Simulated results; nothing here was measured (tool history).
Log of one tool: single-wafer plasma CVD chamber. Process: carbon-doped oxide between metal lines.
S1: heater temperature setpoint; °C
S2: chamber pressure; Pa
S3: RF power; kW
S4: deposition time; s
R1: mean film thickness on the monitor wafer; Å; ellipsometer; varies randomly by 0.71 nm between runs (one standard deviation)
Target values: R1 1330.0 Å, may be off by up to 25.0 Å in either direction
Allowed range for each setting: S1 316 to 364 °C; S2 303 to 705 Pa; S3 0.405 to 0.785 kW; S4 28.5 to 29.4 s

| run | day | S1 | S2 | S3 | S4 | R1 |
|---|---|---|---|---|---|---|
| 1 | 0.000 | 340 | 504 | 0.595 | 28.5 | 1475.6 |
| 2 | 0.025 | 340 | 504 | 0.595 | 29.4 | 1500.7 |
| 3 | 0.133 | 340 | 504 | 0.595 | 29.4 | 1510.8 |
| 4 | 0.279 | 334 | 504 | 0.595 | 29.4 | 1551.1 |
| 5 | 0.583 | 336 | 495 | 0.590 | 29.4 | 1525.0 |
| 6 | 0.942 | 343 | 495 | 0.590 | 29.4 | 1467.4 |
| 7 | 1.238 | 344 | 491 | 0.590 | 29.4 | 1484.0 |
| 8 | 1.521 | 345 | 487 | 0.585 | 29.4 | 1474.0 |
| 9 | 1.608 | 346 | 484 | 0.580 | 29.4 | 1458.9 |
| 10 | 1.833 | 347 | 481 | 0.575 | 29.4 | 1432.0 |
| 11 | 2.079 | 348 | 476 | 0.575 | 29.4 | 1431.5 |
| 12 | 2.417 | 349 | 472 | 0.570 | 29.4 | 1410.0 |
| 13 | 2.683 | 350 | 468 | 0.570 | 29.4 | 1388.8 |

Consider the 4 candidate settings below. Which is the only one whose results all fall within their allowed miss of target?
| A | 2.950 | 351 | 431 | 0.565 | 28.5 | ? |
| B | 2.950 | 343 | 465 | 0.585 | 29.4 | ? |
| C | 2.950 | 354 | 495 | 0.625 | 28.7 | ? |
| D | 2.950 | 359 | 484 | 0.545 | 28.5 | ? |

| move | R1 |
|---|---|
| A | 1338.5 |
| B | 1461.5 |
| C | 1456.9 |
| D | 1287.1 |
A: in spec on every target
B: its largest miss is bigger than the last run's
C: its largest miss is bigger than the last run's
D: carries the result that was furthest off beyond its target, to the other side
So the answer is move A, the one that meets all the targets.

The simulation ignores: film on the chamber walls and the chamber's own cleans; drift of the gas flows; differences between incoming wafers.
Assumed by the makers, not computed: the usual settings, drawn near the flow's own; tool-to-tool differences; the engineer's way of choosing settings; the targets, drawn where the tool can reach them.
